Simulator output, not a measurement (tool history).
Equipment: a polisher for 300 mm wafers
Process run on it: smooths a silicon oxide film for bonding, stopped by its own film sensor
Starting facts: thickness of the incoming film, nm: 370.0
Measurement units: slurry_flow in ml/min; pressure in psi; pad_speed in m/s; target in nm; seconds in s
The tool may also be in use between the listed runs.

run,hour,slurry_flow,pressure,pad_speed,slurry_solids,target,seconds
1,0,240,2.7,1.1,1,268,155.21
2,8.3,240,2.8,1.1,1,268,149.67
3,10.1,280,2.8,1.1,1,268,147.69
4,15.2,280,3.3,1.1,1,268,124.45
# hour 18.9: slurry blender recalibrated
5,18.9,325,3.3,1.1,1,268,94.135
6,26.2,325,3.1,1.1,1,268,99.955
7,28.4,310,3.1,1.1,1,268,99.303
8,29.2,295,3.1,1.1,1,268,100.29

Predict the results of run 9:
9,34.5,275,3.1,1.1,1,268,?

For run 9 the tool returned seconds 102.64 s.
